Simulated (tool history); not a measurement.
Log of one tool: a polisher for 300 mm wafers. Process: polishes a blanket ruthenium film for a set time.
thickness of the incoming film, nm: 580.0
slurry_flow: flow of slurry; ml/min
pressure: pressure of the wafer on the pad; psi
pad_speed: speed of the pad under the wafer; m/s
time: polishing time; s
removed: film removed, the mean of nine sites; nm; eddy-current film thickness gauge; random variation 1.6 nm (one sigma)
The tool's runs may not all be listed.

| run | hour | slurry_flow | pressure | pad_speed | time | removed |
|---|---|---|---|---|---|---|
| 1 | 0.0 | 190 | 2.6 | 1.14 | 64 | 78.344 |
| 2 | 4.8 | 190 | 2.6 | 1.14 | 58 | 69.785 |
| 3 | 7.6 | 190 | 2.6 | 1.14 | 58 | 73.259 |
| 4 | 14.7 | 190 | 2.6 | 0.98 | 58 | 64.657 |
| 5 | 23.5 | 190 | 2.8 | 0.98 | 58 | 68.662 |
| 6 | 27.4 | 190 | 2.9 | 0.98 | 58 | 70.542 |
| 7 | 33.6 | 190 | 3.0 | 1.00 | 58 | 74.109 |
| 8 | 39.6 | 190 | 3.0 | 1.00 | 58 | 73.751 |
| 9 | 47.0 | 190 | 3.7 | 1.04 | 58 | 92.093 |

Run 10 comes next. What will it give?
| 10 | 55.4 | 190 | 3.7 | 1.04 | 58 | ? |

Run 10 gave removed 92.304 nm.

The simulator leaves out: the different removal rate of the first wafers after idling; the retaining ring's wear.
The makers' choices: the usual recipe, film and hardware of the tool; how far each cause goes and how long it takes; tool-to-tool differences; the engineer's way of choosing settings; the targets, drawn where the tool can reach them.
